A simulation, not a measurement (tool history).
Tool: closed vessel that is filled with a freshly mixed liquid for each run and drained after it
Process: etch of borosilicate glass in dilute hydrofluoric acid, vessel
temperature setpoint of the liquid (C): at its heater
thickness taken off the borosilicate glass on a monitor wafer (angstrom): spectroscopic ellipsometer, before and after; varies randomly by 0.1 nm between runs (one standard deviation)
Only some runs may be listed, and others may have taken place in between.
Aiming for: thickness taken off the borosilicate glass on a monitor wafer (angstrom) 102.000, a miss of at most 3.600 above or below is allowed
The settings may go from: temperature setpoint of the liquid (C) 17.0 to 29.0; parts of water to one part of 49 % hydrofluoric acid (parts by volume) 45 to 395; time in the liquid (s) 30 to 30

run,hour,temperature setpoint of the liquid (C),parts of water to one part of 49 % hydrofluoric acid (parts by volume),time in the liquid (s),thickness taken off the borosilicate glass on a monitor wafer (angstrom)
1,0.0,21.0,220,30,29.960
2,7.7,21.0,220,30,29.533
3,10.6,19.5,220,30,28.200
4,11.5,19.5,280,30,20.845
5,18.8,17.0,280,30,19.059
6,21.1,17.0,280,30,19.209
# hour 28.5: thermometer replaced
7,28.5,18.5,245,30,25.592
8,35.4,22.5,155,30,51.065
9,39.9,23.5,145,30,57.310
10,47.2,24.0,135,30,63.828

Of the 4 settings listed for the next run, only one would bring every result within its allowed miss of target. Which one?
A,54.5,26.0,95,30,?
B,54.5,24.5,85,30,?
C,54.5,25.0,85,30,?
D,54.5,24.0,85,30,?

move,thickness taken off the borosilicate glass on a monitor wafer (angstrom)
A,104.390
B,111.390
C,113.630
D,109.180
A: meets every target
B: takes the result that was furthest off past its target
C: takes the result that was furthest off past its target
D: takes the result that was furthest off past its target
The move that meets every target is A.
